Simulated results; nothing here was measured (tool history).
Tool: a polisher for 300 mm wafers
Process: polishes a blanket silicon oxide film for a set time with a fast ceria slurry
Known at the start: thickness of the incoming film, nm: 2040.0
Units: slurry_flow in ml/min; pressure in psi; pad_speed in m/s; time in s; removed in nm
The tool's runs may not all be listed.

{"run": 1, "day": 0.0, "slurry_flow": 250, "pressure": 2.1, "pad_speed": 1.14, "time": 43, "removed": 614.68}
{"run": 2, "day": 0.046, "slurry_flow": 245, "pressure": 1.9, "pad_speed": 1.12, "time": 43, "removed": 542.75}
{"run": 3, "day": 0.146, "slurry_flow": 240, "pressure": 1.7, "pad_speed": 1.1, "time": 43, "removed": 480.93}
{"run": 4, "day": 0.304, "slurry_flow": 240, "pressure": 1.7, "pad_speed": 1.1, "time": 43, "removed": 482.92}
{"run": 5, "day": 0.367, "slurry_flow": 235, "pressure": 1.6, "pad_speed": 1.08, "time": 43, "removed": 447.36}
{"run": 6, "day": 0.679, "slurry_flow": 230, "pressure": 1.5, "pad_speed": 1.08, "time": 43, "removed": 424.57}
{"run": 7, "day": 0.825, "slurry_flow": 230, "pressure": 1.5, "pad_speed": 1.08, "time": 43, "removed": 423.95}
{"run": 8, "day": 1.029, "slurry_flow": 225, "pressure": 1.4, "pad_speed": 1.08, "time": 43, "removed": 393.57}
{"run": 9, "day": 1.3, "slurry_flow": 215, "pressure": 1.3, "pad_speed": 1.08, "time": 43, "removed": 368.22}
{"run": 10, "day": 1.396, "slurry_flow": 185, "pressure": 1.0, "pad_speed": 1.08, "time": 43, "removed": 287.41}
{"run": 11, "day": 1.483, "slurry_flow": 195, "pressure": 1.0, "pad_speed": 1.08, "time": 43, "removed": 285.72}
{"run": 12, "day": 1.546, "slurry_flow": 205, "pressure": 1.0, "pad_speed": 1.08, "time": 43, "removed": 285.99}
{"run": 13, "day": 1.704, "slurry_flow": 210, "pressure": 1.0, "pad_speed": 1.08, "time": 43, "removed": 290.42}
{"run": 14, "day": 2.046, "slurry_flow": 220, "pressure": 1.0, "pad_speed": 1.08, "time": 43, "removed": 293.38}
{"run": 15, "day": 2.192, "slurry_flow": 230, "pressure": 1.0, "pad_speed": 1.08, "time": 43, "removed": 294.57}
{"run": 16, "day": 2.35, "slurry_flow": 235, "pressure": 1.0, "pad_speed": 1.08, "time": 43, "removed": 295.22}
{"run": 17, "day": 2.417, "slurry_flow": 260, "pressure": 1.2, "pad_speed": 1.08, "time": 43, "removed": 350.11}

Run 18 comes next. What will it give?
{"run": 18, "day": 2.438, "slurry_flow": 250, "pressure": 1.2, "pad_speed": 1.08, "time": 43, "removed": "?"}

Run 18 gave removed 346.87 nm.

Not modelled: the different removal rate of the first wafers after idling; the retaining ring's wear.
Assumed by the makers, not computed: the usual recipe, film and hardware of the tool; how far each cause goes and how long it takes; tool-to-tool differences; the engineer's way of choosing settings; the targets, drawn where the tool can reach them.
